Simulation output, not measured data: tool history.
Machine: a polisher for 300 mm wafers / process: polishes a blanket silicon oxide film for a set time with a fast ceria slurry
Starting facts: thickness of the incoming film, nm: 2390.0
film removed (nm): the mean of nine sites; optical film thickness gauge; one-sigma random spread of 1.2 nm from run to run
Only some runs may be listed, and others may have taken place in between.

run    day  flow of slurry (ml/min)  pressure of the wafer on the pad (kPa)  speed of the pad under the wafer (cm/s)  polishing time (s)  film removed (nm)
  1      0                      250                                    13.8                                       80                  26             232.02
  2  0.121                      250                                    12.4                                       76                  26             202.78
  3   0.35                      250                                    15.9                                       76                  26             253.83
  4  0.454                      250                                    13.8                                       72                  26             212.06
  5  0.758                      250                                    13.8                                       82                  26             240.94
  6  0.804                      250                                    12.4                                       78                  26             207.85
  7  1.038                      250                                      11                                       74                  26             177.71
  8  1.142                      250                                     9.7                                       72                  26             151.89
  9  1.225                      250                                     9.7                                       72                  26             149.79

For run 10, what comes out?
 10  1.596                      245                                     6.2                                       68                  26                  ?

For run 10 the tool returned film removed (nm) 94.804.
